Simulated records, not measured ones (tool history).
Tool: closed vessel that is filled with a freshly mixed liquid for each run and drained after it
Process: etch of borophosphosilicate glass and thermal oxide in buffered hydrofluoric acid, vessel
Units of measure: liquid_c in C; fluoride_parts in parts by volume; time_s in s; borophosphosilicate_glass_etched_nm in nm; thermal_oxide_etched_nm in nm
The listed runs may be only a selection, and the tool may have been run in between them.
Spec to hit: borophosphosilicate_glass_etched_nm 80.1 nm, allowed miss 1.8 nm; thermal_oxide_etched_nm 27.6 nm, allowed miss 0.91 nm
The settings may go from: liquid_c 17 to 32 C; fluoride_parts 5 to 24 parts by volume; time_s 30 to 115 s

run,hour,liquid_c,fluoride_parts,time_s,borophosphosilicate_glass_etched_nm,thermal_oxide_etched_nm
1,0,25,14.5,60,167.03,56.951
2,7.7,25,14.5,50,138.35,47.235
3,16.5,25,10.5,50,191.56,65.922
4,19.6,25,13,50,156.35,52.847
# hour 26.4: thermometer replaced
5,26.4,27.5,13,50,154.3,52.786
6,27.8,26,13,50,142.78,48.858
7,35.6,22,15,50,100.43,34.477
8,42.7,21,15,50,94.562,32.122
9,47.8,21,15,50,95.112,32.594
10,49.6,20,15,50,89.448,30.711
11,55.9,17.5,15,50,78.592,26.64

Exactly one of the 4 candidate moves below puts every result within its allowed miss. Which one?
A,62.2,22,14,35,?,?
B,62.2,17,15,50,?,?
C,62.2,18.5,13,40,?,?
D,62.2,20,18.5,55,?,?

move,borophosphosilicate_glass_etched_nm,thermal_oxide_etched_nm
A,74.668,25.942
B,75.464,26.14
C,75.656,26.213
D,79.77,27.714
A: further off than the last run
B: further off than the last run
C: further off than the last run
D: meets every target
Correct choice: D, which meets every target
